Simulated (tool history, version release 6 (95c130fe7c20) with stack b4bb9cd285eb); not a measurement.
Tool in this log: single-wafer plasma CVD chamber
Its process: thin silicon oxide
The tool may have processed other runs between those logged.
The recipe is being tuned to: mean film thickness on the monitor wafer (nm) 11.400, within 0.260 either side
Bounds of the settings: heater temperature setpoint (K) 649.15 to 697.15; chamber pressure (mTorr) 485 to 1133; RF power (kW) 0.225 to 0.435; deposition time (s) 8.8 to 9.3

| run | day | heater temperature setpoint (K) | chamber pressure (mTorr) | RF power (kW) | deposition time (s) | mean film thickness on the monitor wafer (nm) |
|---|---|---|---|---|---|---|
| 1 | 0.000 | 673.15 | 809 | 0.330 | 9.3 | 17.503 |
| 2 | 0.046 | 673.15 | 724 | 0.330 | 9.3 | 15.630 |
| 3 | 0.379 | 673.15 | 724 | 0.360 | 9.3 | 16.191 |
| 4 | 0.483 | 665.15 | 724 | 0.360 | 9.3 | 16.341 |
| 5 | 0.829 | 665.15 | 667 | 0.350 | 9.2 | 14.550 |
| 6 | 1.050 | 665.15 | 627 | 0.350 | 9.2 | 13.627 |
| 7 | 1.296 | 665.15 | 600 | 0.350 | 9.2 | 12.954 |
| 8 | 1.429 | 665.15 | 581 | 0.350 | 9.2 | 12.481 |
| 9 | 1.758 | 665.15 | 568 | 0.350 | 9.2 | 12.166 |
| 10 | 2.129 | 665.15 | 559 | 0.350 | 9.2 | 11.885 |
| 11 | 2.338 | 665.15 | 554 | 0.350 | 9.2 | 11.801 |
| 12 | 2.646 | 665.15 | 554 | 0.350 | 9.2 | 11.838 |
| 13 | 2.754 | 665.15 | 549 | 0.350 | 9.2 | 11.667 |

Pick the move, out of 4, that brings all results within their allowed miss; only one does.
| A | 2.862 | 669.15 | 546 | 0.430 | 9.0 | ? |
| B | 2.862 | 666.15 | 569 | 0.385 | 8.8 | ? |
| C | 2.862 | 650.15 | 543 | 0.350 | 9.0 | ? |
| D | 2.862 | 676.15 | 632 | 0.315 | 8.8 | ? |

| move | mean film thickness on the monitor wafer (nm) |
|---|---|
| A | 12.242 |
| B | 12.083 |
| C | 11.382 |
| D | 12.511 |
A: moves away from the targets compared with the last run
B: moves away from the targets compared with the last run
C: every result within its allowed miss
D: moves away from the targets compared with the last run
C is the move that brings every result within its allowed miss.
